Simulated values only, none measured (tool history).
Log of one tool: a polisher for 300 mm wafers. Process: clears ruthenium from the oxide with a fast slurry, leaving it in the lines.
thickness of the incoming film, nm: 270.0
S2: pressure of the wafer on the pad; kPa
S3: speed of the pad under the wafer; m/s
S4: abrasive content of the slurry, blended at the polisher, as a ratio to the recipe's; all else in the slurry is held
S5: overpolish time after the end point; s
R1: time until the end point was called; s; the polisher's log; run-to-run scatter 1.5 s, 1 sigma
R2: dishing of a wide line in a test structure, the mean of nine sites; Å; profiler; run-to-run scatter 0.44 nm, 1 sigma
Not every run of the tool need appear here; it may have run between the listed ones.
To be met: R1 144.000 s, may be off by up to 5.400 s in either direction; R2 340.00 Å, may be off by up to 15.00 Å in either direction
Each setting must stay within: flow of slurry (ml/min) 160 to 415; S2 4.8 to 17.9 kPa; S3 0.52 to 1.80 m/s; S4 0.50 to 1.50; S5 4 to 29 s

{"run": 1, "hour": 0.0, "flow of slurry (ml/min)": 265, "S2": 11.0, "S3": 1.16, "S4": 1.0, "S5": 15, "R1": 101.72, "R2": 333.53}
{"run": 2, "hour": 7.4, "flow of slurry (ml/min)": 265, "S2": 10.3, "S3": 1.16, "S4": 1.0, "S5": 16, "R1": 110.07, "R2": 338.81}
{"run": 3, "hour": 13.8, "flow of slurry (ml/min)": 265, "S2": 10.3, "S3": 1.4, "S4": 1.0, "S5": 16, "R1": 89.328, "R2": 385.64}
{"run": 4, "hour": 22.0, "flow of slurry (ml/min)": 265, "S2": 10.3, "S3": 1.4, "S4": 1.0, "S5": 10, "R1": 90.225, "R2": 249.58}
{"run": 5, "hour": 30.2, "flow of slurry (ml/min)": 265, "S2": 11.7, "S3": 1.4, "S4": 1.0, "S5": 10, "R1": 79.161, "R2": 284.69}
{"run": 6, "hour": 34.8, "flow of slurry (ml/min)": 265, "S2": 10.3, "S3": 1.38, "S4": 1.05, "S5": 12, "R1": 90.038, "R2": 302.8}
{"run": 7, "hour": 42.6, "flow of slurry (ml/min)": 265, "S2": 9.0, "S3": 1.36, "S4": 1.1, "S5": 13, "R1": 104.12, "R2": 282.94}
{"run": 8, "hour": 45.2, "flow of slurry (ml/min)": 270, "S2": 8.3, "S3": 1.34, "S4": 1.15, "S5": 14, "R1": 109.87, "R2": 282.97}
{"run": 9, "hour": 46.2, "flow of slurry (ml/min)": 270, "S2": 7.6, "S3": 1.32, "S4": 1.15, "S5": 15, "R1": 120.65, "R2": 268.87}

Consider the 4 candidate settings below. Which is the only one whose results all fall within their allowed miss of target?
{"run": "A", "hour": 47.2, "flow of slurry (ml/min)": 250, "S2": 5.5, "S3": 1.32, "S4": 1.4, "S5": 21, "R1": "?", "R2": "?"}
{"run": "B", "hour": 47.2, "flow of slurry (ml/min)": 315, "S2": 8.3, "S3": 0.94, "S4": 1.1, "S5": 23, "R1": "?", "R2": "?"}
{"run": "C", "hour": 47.2, "flow of slurry (ml/min)": 300, "S2": 6.2, "S3": 1.3, "S4": 1.2, "S5": 22, "R1": "?", "R2": "?"}
{"run": "D", "hour": 47.2, "flow of slurry (ml/min)": 285, "S2": 7.6, "S3": 1.32, "S4": 1.2, "S5": 10, "R1": "?", "R2": "?"}

move=A R1=153.000 R2=304.03
move=B R1=155.010 R2=327.09
move=C R1=144.680 R2=334.68
move=D R1=118.230 R2=191.68
A: nearer than the last run, and not there yet
B: puts the biggest miss on target and leaves a different result outside tolerance
C: meets every target
D: its largest miss is bigger than the last run's
The move that meets every target is C.

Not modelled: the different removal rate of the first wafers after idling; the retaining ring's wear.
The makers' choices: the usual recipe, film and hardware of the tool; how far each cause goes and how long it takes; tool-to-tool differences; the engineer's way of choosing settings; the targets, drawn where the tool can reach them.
